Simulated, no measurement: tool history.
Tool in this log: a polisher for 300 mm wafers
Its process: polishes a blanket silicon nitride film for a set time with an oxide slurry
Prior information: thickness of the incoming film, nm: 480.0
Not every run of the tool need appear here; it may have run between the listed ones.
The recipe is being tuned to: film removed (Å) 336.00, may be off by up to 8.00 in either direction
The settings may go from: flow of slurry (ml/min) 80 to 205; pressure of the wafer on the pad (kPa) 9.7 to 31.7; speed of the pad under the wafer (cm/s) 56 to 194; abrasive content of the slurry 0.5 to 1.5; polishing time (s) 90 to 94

run  hour  flow of slurry (ml/min)  pressure of the wafer on the pad (kPa)  speed of the pad under the wafer (cm/s)  abrasive content of the slurry  polishing time (s)  film removed (Å)
  1   0.0                      135                                    20.7                                      124                             1.0                  90            641.59
  2   8.3                      135                                    18.6                                      124                             1.0                  90            582.39
  3  16.9                      150                                    18.6                                      124                             1.0                  90            591.57
  4  22.4                      150                                    22.1                                      124                             1.0                  90            681.19
  5  25.6                      150                                    20.0                                      120                             1.0                  90            613.57
  6  28.4                      150                                    20.0                                      140                             1.0                  90            693.18
  7  30.6                      150                                    17.9                                      134                             1.0                  90            612.51
  8  37.6                      145                                    16.5                                      128                             1.0                  90            547.99

Pick the move, out of 4, that brings all results within their allowed miss; only one does.
  A  44.6                      135                                    11.7                                      102                             0.9                  90                 ?
  B  44.6                      155                                    12.4                                      110                             0.8                  90                 ?
  C  44.6                      145                                     9.7                                      112                             1.2                  90                 ?
  D  44.6                      140                                    11.0                                      102                             1.1                  90                 ?

move  film removed (Å)
   A            338.13
   B            363.98
   C            356.37
   D            352.04
A: each result inside its tolerance
B: moves toward the targets from the last run without getting all of them in spec
C: moves toward the targets from the last run without getting all of them in spec
D: moves toward the targets from the last run without getting all of them in spec
Go with A: it meets all targets.
